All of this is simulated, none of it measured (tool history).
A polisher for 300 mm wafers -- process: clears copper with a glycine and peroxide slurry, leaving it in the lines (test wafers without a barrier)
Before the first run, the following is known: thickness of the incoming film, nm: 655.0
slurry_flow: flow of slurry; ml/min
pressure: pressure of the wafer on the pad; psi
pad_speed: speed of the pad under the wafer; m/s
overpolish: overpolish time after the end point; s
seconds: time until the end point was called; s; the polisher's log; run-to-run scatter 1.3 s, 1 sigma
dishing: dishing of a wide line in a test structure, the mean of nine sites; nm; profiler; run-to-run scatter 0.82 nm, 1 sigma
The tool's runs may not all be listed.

run	hour	slurry_flow	pressure	pad_speed	overpolish	seconds	dishing
1	0.0	170	2.0	1.26	10	168.83	27.128
2	2.6	170	2.1	1.30	11	162.20	30.919
3	3.7	170	2.1	1.30	14	161.02	38.051
4	12.0	170	2.3	1.30	14	148.34	40.469
5	20.7	200	2.3	1.30	14	144.25	40.929
6	29.0	230	2.3	1.30	14	139.55	41.635
7	34.8	230	2.4	1.32	14	130.04	43.132
8	41.1	230	2.4	1.32	14	131.41	44.247
9	49.6	230	2.4	1.32	14	133.09	43.123
10	56.0	230	2.5	1.34	14	128.08	44.992

What will run 11 give?
11	61.0	225	3.1	1.42	16	?	?

{"run 11": {"seconds": 102.62, "dishing": 59.896}}

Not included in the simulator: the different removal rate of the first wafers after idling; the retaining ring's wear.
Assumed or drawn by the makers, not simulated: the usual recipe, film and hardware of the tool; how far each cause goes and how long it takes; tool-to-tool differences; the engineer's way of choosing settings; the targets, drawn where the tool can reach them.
